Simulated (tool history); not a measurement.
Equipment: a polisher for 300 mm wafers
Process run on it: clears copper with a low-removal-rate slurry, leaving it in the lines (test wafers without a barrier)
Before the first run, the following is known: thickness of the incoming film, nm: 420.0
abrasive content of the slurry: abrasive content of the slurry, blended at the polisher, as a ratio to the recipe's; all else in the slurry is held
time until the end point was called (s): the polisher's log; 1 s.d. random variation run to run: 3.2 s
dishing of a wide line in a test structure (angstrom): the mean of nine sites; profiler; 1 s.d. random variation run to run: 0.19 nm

run,hour,flow of slurry (ml/min),pressure of the wafer on the pad (psi),speed of the pad under the wafer (m/s),abrasive content of the slurry,overpolish time after the end point (s),time until the end point was called (s),dishing of a wide line in a test structure (angstrom)
1,0,310,3.7,1.1,1,20,92.27,571.6
2,6.2,310,2.8,1.1,1,20,123.35,460.23
3,7.9,310,2.8,1.36,1,20,98.265,512.17
4,12.5,380,2.8,1.36,1,20,96.041,548.75
5,14.4,380,2.8,1.52,1,20,87.997,573.93
6,22.2,380,2.8,1.7,1,20,76.721,618.8

Expected results for the next run?
7,23,380,2.8,1.7,1,20,?,?

{"run 7": {"time until the end point was called (s)": 78.326, "dishing of a wide line in a test structure (angstrom)": 607.68}}
